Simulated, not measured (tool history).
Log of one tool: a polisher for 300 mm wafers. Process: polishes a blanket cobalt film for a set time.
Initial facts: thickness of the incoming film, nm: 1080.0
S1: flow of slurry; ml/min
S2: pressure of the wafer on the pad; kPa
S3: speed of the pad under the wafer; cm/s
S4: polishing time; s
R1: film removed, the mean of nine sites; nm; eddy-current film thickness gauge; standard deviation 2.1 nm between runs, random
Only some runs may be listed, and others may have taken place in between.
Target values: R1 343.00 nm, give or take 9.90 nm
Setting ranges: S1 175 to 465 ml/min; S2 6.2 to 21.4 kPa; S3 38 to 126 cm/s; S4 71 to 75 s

run	day	S1	S2	S3	S4	R1
1	0.000	295	13.8	82	71	273.23
2	0.188	295	10.3	82	71	209.04
3	0.346	295	10.3	96	71	243.73
4	0.604	240	10.3	96	71	241.77
5	0.717	185	10.3	96	71	236.54
6	1.017	190	11.7	96	71	269.28
7	1.092	190	12.4	96	71	284.50
# day 1.304: worn pad replaced by a new one
8	1.304	190	13.1	96	71	319.17

5 next moves are on the table. One of them brings every result within its allowed miss. Which?
A	1.517	175	13.1	102	73	?
B	1.517	175	13.1	98	71	?
C	1.517	280	10.3	112	71	?
D	1.517	190	14.5	94	75	?
E	1.517	175	11.0	104	75	?

move	R1
A	347.52
B	325.07
C	304.67
D	365.52
E	308.23
A: every result within its allowed miss
B: moves toward the targets from the last run without getting all of them in spec
C: its largest miss is bigger than the last run's
D: moves the result that the last run missed by most past its target, out the other side
E: its largest miss is bigger than the last run's
Move A is the one to make.
